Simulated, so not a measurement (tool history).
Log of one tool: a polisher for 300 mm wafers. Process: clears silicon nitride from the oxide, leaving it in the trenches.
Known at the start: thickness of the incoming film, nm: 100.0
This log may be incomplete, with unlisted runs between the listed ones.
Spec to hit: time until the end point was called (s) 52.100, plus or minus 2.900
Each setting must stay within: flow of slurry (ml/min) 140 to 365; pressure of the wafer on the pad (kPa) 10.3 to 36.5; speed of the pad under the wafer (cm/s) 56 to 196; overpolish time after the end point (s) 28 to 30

run	hour	flow of slurry (ml/min)	pressure of the wafer on the pad (kPa)	speed of the pad under the wafer (cm/s)	overpolish time after the end point (s)	time until the end point was called (s)
1	0.0	235	23.4	126	28	91.883
2	1.6	235	23.4	152	28	76.694
3	9.8	235	20.7	152	28	87.919
4	15.6	235	20.7	172	28	77.953
5	16.5	235	17.9	172	28	89.346
6	24.6	185	17.9	172	28	93.949
7	29.8	195	21.4	174	28	78.194
8	33.8	205	23.4	176	28	68.362
9	34.7	215	24.8	176	28	64.227

Exercise: of the 5 proposed moves below, exactly one satisfies all targets within the stated allowed misses. Which move is it?
A	35.6	270	25.5	180	28	?
B	35.6	235	22.8	180	30	?
C	35.6	185	29.6	188	28	?
D	35.6	295	26.9	138	30	?
E	35.6	230	20.7	136	28	?

move	time until the end point was called (s)
A	61.065
B	69.280
C	52.967
D	74.543
E	100.120
A: an improvement on the last run, though not all results are within tolerance
B: misses by more than the last run did
C: all results in spec
D: misses by more than the last run did
E: misses by more than the last run did
C meets every target.
